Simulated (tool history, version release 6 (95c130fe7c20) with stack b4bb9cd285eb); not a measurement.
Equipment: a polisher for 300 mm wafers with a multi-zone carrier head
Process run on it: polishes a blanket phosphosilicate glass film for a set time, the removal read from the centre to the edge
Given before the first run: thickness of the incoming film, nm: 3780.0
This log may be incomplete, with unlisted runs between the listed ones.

run  hour  flow of slurry (ml/min)  pressure of the head's centre zone  pressure of the head's middle zone  pressure of the head's edge zone  abrasive content of the slurry  polishing time (s)  film removed at the wafer's centre (nm)  film removed at mid-radius (nm)  film removed at the wafer's edge (nm)
  1   0.0                      225                                1.00                                1.00                              1.00                            1.00                  81                                   607.56                           603.89                                 607.82
  2   8.3                      225                                1.00                                1.00                              1.00                            0.85                  81                                   544.76                           542.10                                 544.55
  3  17.3                      240                                1.03                                1.04                              1.04                            0.90                  81                                   582.89                           588.35                                 579.03
  4  21.6                      255                                1.06                                1.07                              1.07                            0.95                  81                                   626.89                           623.34                                 611.15
  5  27.2                      225                                1.06                                1.07                              1.07                            0.95                  81                                   606.52                           628.77                                 611.49
  6  32.3                      225                                1.06                                1.03                              1.07                            0.95                  81                                   616.77                           604.75                                 602.63
  7  34.6                      235                                1.09                                1.06                              1.09                            1.00                  81                                   661.00                           633.37                                 629.88
  8  41.0                      245                                1.10                                1.09                              1.10                            1.05                  81                                   685.86                           663.36                                 658.15
  9  49.7                      250                                1.11                                1.11                              1.09                            1.10                  81                                   714.77                           704.55                                 664.21
 10  53.1                      265                                1.11                                1.12                              1.10                            1.10                  81                                   723.57                           711.21                                 680.05
 11  54.2                      275                                1.11                                1.13                              1.10                            1.10                  81                                   717.54                           734.91                                 682.89
 12  56.1                      285                                1.12                                1.13                              1.10                            1.10                  81                                   737.95                           725.12                                 687.62
 13  57.2                      295                                1.12                                1.14                              1.10                            1.10                  81                                   738.30                           730.53                                 681.22

Run 14 has not been measured yet. What should we expect?
 14  62.5                      300                                1.12                                1.15                              1.11                            1.10                  81                                        ?                                ?                                      ?

{"run 14": {"film removed at the wafer's centre (nm)": 737.99, "film removed at mid-radius (nm)": 736.83, "film removed at the wafer's edge (nm)": 687.87}}
